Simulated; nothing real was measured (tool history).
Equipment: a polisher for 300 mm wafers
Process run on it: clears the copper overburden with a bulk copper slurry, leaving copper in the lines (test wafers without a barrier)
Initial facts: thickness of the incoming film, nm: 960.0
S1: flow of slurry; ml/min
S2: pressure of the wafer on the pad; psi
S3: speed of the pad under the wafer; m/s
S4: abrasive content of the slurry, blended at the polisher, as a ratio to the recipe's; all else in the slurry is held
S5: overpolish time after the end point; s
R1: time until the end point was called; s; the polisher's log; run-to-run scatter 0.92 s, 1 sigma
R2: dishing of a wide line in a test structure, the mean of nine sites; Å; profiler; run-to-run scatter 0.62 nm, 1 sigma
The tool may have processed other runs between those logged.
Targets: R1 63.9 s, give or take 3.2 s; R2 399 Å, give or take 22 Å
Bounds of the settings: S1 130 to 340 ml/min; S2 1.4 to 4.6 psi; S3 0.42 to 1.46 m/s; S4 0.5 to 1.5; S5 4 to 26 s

run  hour   S1   S2    S3    S4  S5      R1      R2
  1     0  220    3  0.94     1  13  91.737  687.61
  2   4.9  220    3   0.8     1  13  107.89  651.12
  3  12.2  220    3   0.8   0.8  13  109.35  630.33
  4  13.3  220    3   0.8   0.9  13  106.12  624.67
  5  14.1  260    3   0.8   0.9  13  104.72  638.62
  6  21.1  275  2.8  0.94   0.8  11  98.957  594.26
  7  27.3  290  2.7  1.06  0.75   9  91.823  544.49
  8    36  300  2.6  1.14   0.7   8  92.415  509.24
  9  37.9  310  2.6   1.2   0.7   7  88.709  476.57
 10  38.6  315  2.6  1.26  0.85   6  80.879  447.79
 11  43.6  320  2.6  1.28   0.9   6  77.628  459.44
 12  46.4  325  2.6  1.32     1   6  74.846  487.08
 13  51.9  330  2.6  1.36   0.9   6  71.255  494.93
 14  58.3  340  2.4  1.46  0.65   4    78.5  331.46
 15  61.5  340  2.5  1.46  0.65   4  75.806  351.77

Exercise: of the 5 proposed moves below, exactly one satisfies all targets within the stated allowed misses. Which move is it?
  A  64.7  335  2.3  1.26   0.7   4   ?   ?
  B  64.7  340  2.9  1.46  0.75   4   ?   ?
  C  64.7  305  2.3  1.32   0.5   5   ?   ?
  D  64.7  340  2.4  1.46  0.55   4   ?   ?
  E  64.7  335  2.3   1.4   0.7   5   ?   ?

move      R1      R2
   A  90.271  291.02
   B  63.783  390.94
   C  92.246  343.23
   D  79.251  324.81
   E  82.051  376.52
A: further off than the last run
B: meets every target
C: further off than the last run
D: further off than the last run
E: further off than the last run
The move that meets every target is B.
